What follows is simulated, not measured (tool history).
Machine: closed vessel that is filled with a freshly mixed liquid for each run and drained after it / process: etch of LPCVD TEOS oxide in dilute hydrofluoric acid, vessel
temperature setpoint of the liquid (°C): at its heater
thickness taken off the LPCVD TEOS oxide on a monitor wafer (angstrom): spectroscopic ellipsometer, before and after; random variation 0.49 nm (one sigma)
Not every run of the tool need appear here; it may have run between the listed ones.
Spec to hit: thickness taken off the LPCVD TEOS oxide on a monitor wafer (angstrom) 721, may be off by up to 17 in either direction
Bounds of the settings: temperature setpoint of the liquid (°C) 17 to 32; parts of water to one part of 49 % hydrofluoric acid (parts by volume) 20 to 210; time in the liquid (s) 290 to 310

run,hour,temperature setpoint of the liquid (°C),parts of water to one part of 49 % hydrofluoric acid (parts by volume),time in the liquid (s),thickness taken off the LPCVD TEOS oxide on a monitor wafer (angstrom)
1,0,24,115,290,507.94
2,3.1,20.5,115,290,439.07
3,4.2,23,115,290,487.81
4,7.7,23,115,290,494.28
5,11.7,23,115,290,490.11
# hour 15: thermometer replaced
6,15,23,135,290,425.31
7,21.8,25,130,290,486.14
8,23.9,26.5,130,290,508.51
9,32.1,27.5,125,290,558.56
10,35,28.5,125,290,578.26
11,35.6,29,125,290,592.13
12,36.9,29.5,125,290,597.29
13,39.5,30,125,290,607.67
14,44.7,30.5,125,290,626.85
15,47.8,31,125,290,640.2
16,48.4,31.5,120,290,681.78
17,49.5,32,120,290,687.78

Pick the move, out of 5, that brings all results within their allowed miss; only one does.
A,50.6,32,130,310,?
B,50.6,32,115,300,?
C,50.6,32,115,290,?
D,50.6,31.5,130,290,?
E,50.6,31.5,120,290,?

move,thickness taken off the LPCVD TEOS oxide on a monitor wafer (angstrom)
A,677.15
B,756.81
C,731.58
D,622.19
E,683.58
A: moves away from the targets compared with the last run
B: takes the result that was furthest off past its target
C: in spec on every target
D: moves away from the targets compared with the last run
E: moves away from the targets compared with the last run
C is the move that brings every result within its allowed miss.
